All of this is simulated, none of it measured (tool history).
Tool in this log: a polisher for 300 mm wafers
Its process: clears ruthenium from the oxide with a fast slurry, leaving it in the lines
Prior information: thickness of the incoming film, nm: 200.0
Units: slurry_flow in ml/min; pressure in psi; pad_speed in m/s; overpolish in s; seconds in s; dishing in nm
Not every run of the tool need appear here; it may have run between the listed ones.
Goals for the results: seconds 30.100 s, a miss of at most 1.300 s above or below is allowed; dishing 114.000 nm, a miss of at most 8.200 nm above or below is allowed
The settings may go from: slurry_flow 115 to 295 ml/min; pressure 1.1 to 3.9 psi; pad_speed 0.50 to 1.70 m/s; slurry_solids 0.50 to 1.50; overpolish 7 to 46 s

| run | hour | slurry_flow | pressure | pad_speed | slurry_solids | overpolish | seconds | dishing |
|---|---|---|---|---|---|---|---|---|
| 1 | 0.0 | 190 | 2.5 | 1.10 | 1.00 | 24 | 39.559 | 88.162 |
| 2 | 1.7 | 190 | 2.6 | 1.10 | 1.00 | 24 | 37.057 | 87.654 |
| 3 | 2.7 | 190 | 2.2 | 1.10 | 1.00 | 24 | 45.842 | 77.621 |
| 4 | 6.6 | 160 | 2.2 | 1.10 | 1.00 | 24 | 44.849 | 75.949 |
| 5 | 11.8 | 190 | 2.2 | 1.10 | 1.00 | 24 | 43.607 | 77.691 |
| 6 | 20.4 | 190 | 2.7 | 1.10 | 1.00 | 24 | 36.614 | 91.749 |
| 7 | 22.7 | 190 | 2.7 | 1.10 | 1.00 | 24 | 36.310 | 91.141 |
| 8 | 28.6 | 190 | 3.0 | 1.10 | 1.00 | 25 | 32.215 | 106.050 |
| 9 | 35.5 | 190 | 3.1 | 1.10 | 1.00 | 25 | 31.257 | 106.110 |

Which single option among these 5 for the next run brings every result within its allowed miss of target? Just one does.
| A | 42.4 | 195 | 3.0 | 1.20 | 1.30 | 22 | ? | ? |
| B | 42.4 | 190 | 3.1 | 1.22 | 0.85 | 26 | ? | ? |
| C | 42.4 | 185 | 2.8 | 1.14 | 1.15 | 31 | ? | ? |
| D | 42.4 | 195 | 3.3 | 1.04 | 0.85 | 31 | ? | ? |
| E | 42.4 | 225 | 3.4 | 1.12 | 0.65 | 24 | ? | ? |

| move | seconds | dishing |
|---|---|---|
| A | 27.955 | 104.460 |
| B | 30.657 | 110.780 |
| C | 32.703 | 120.630 |
| D | 33.140 | 119.430 |
| E | 32.450 | 99.415 |
A: the biggest miss grows against the last run
B: every result within its allowed miss
C: the furthest-off result lands on target, but another misses its tolerance
D: the furthest-off result lands on target, but another misses its tolerance
E: the biggest miss grows against the last run
B is the move that brings every result within its allowed miss.

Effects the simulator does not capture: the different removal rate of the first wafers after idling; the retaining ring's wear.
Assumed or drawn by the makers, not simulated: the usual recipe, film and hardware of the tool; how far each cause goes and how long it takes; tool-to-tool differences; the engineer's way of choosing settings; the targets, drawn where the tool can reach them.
